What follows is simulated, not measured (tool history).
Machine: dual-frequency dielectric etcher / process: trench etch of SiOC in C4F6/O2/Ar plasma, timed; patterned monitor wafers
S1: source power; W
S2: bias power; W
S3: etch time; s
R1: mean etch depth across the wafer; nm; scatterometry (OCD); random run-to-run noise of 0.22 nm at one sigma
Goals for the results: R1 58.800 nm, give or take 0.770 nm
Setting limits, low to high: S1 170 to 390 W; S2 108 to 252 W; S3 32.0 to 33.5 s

run,day,S1,S2,S3,R1
1,0.000,280,180,32.0,53.785
2,0.221,280,164,32.0,52.453
3,0.475,280,164,32.0,52.402
4,0.700,280,150,32.0,51.309
5,0.908,300,150,32.0,52.447
6,1.217,300,175,32.0,54.777
7,1.438,300,175,32.0,54.513
8,1.696,320,176,32.0,56.031
9,1.796,330,177,32.0,57.003
10,1.858,340,177,32.0,57.579

Exactly one of the 4 candidate moves below puts every result within its allowed miss. Which one?
A,1.921,350,182,32.0,?
B,1.921,310,170,32.5,?
C,1.921,360,145,32.5,?
D,1.921,290,184,33.5,?

move,R1
A,58.415
B,55.724
C,56.836
D,57.119
A: every result within its allowed miss
B: misses by more than the last run did
C: misses by more than the last run did
D: misses by more than the last run did
A meets every target.

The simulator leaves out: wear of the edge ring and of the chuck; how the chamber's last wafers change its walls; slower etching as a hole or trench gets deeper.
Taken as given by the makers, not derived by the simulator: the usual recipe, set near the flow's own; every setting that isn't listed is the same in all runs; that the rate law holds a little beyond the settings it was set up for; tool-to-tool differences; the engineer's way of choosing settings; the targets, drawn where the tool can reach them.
